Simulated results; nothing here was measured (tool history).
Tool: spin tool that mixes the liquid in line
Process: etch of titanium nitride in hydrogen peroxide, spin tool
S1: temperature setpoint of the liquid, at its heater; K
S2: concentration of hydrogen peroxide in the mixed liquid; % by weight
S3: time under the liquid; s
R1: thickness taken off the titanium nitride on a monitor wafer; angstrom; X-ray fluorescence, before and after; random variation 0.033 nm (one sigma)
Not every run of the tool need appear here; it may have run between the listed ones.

{"run": 1, "hour": 0.0, "S1": 331.15, "S2": 17.5, "S3": 280, "R1": 128.03}
{"run": 2, "hour": 7.3, "S1": 331.15, "S2": 17.5, "S3": 300, "R1": 137.66}
{"run": 3, "hour": 16.3, "S1": 331.15, "S2": 17.5, "S3": 300, "R1": 135.91}
{"run": 4, "hour": 21.4, "S1": 334.15, "S2": 17.5, "S3": 300, "R1": 167.18}
{"run": 5, "hour": 22.1, "S1": 330.65, "S2": 17.5, "S3": 300, "R1": 131.98}
{"run": 6, "hour": 27.7, "S1": 328.15, "S2": 17.5, "S3": 300, "R1": 111.6}
{"run": 7, "hour": 35.1, "S1": 326.15, "S2": 17.5, "S3": 300, "R1": 95.993}
{"run": 8, "hour": 38.6, "S1": 324.65, "S2": 17.5, "S3": 300, "R1": 86.724}

The next listed run, before its measurement:
{"run": 9, "hour": 45.3, "S1": 323.65, "S2": 17.5, "S3": 300, "R1": "?"}

Run 9 measured R1 81.026 angstrom.
